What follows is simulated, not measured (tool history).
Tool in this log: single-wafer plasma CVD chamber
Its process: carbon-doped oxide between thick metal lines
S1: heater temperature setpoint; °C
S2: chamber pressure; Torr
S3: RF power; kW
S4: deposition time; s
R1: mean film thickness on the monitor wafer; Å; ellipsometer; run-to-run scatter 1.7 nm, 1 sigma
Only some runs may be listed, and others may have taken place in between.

| run | hour | S1 | S2 | S3 | S4 | R1 |
|---|---|---|---|---|---|---|
| 1 | 0 | 325 | 6.37 | 0.39 | 111.6 | 4782.7 |
| 2 | 1.1 | 335 | 6.37 | 0.39 | 111.6 | 4654.9 |
| 3 | 2.4 | 335 | 6.37 | 0.415 | 111.6 | 4911.5 |
| 4 | 7.5 | 330 | 6.37 | 0.415 | 111.6 | 4946.3 |
| 5 | 13.9 | 330 | 5.76 | 0.415 | 111.6 | 4902.6 |
| 6 | 17.3 | 333 | 5.41 | 0.41 | 111.6 | 4732.6 |
| 7 | 23.1 | 336 | 5.18 | 0.41 | 111.6 | 4660.4 |
| 8 | 27.2 | 338 | 5.03 | 0.41 | 111.6 | 4599.9 |
| 9 | 31.9 | 340 | 4.94 | 0.41 | 111.6 | 4600.1 |

Run 10 is up next; what results do you expect?
| 10 | 38.3 | 341 | 4.8 | 0.41 | 111.6 | ? |

Run 10 measured R1 4548.1 Å.
